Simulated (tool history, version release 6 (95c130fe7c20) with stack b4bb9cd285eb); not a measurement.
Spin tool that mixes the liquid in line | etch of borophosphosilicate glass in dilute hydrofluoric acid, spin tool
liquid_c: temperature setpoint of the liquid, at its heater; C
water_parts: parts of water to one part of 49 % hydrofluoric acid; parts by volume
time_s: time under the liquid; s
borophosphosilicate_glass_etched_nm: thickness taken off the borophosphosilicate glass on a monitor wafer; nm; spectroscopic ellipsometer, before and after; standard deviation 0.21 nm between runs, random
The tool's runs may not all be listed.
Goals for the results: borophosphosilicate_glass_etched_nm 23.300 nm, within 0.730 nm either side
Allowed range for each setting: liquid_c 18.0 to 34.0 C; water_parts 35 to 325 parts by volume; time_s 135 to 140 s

run  hour  liquid_c  water_parts  time_s  borophosphosilicate_glass_etched_nm
  1   0.0      26.0          180     135                               35.677
  2   7.7      26.0          180     135                               36.099
  3  16.5      26.0          120     135                               58.281
  4  18.8      26.0           65     135                              115.590
  5  26.0      26.0          105     135                               67.172
  6  27.4      26.0          160     135                               41.681
  7  33.5      24.5          170     135                               36.849
  8  34.9      23.5          175     135                               34.549
  9  37.5      22.5          180     135                               31.726

4 next moves are on the table. One of them brings every result within its allowed miss. Which?
  A  40.1      22.0          225     135                                    ?
  B  40.1      24.0          130     140                                    ?
  C  40.1      21.0          125     140                                    ?
  D  40.1      22.0          200     135                                    ?

move  borophosphosilicate_glass_etched_nm
   A                               23.859
   B                               51.202
   C                               47.583
   D                               27.531
A: every result lands within tolerance
B: the biggest miss grows against the last run
C: the biggest miss grows against the last run
D: moves toward the targets from the last run without getting all of them in spec
Answer: A
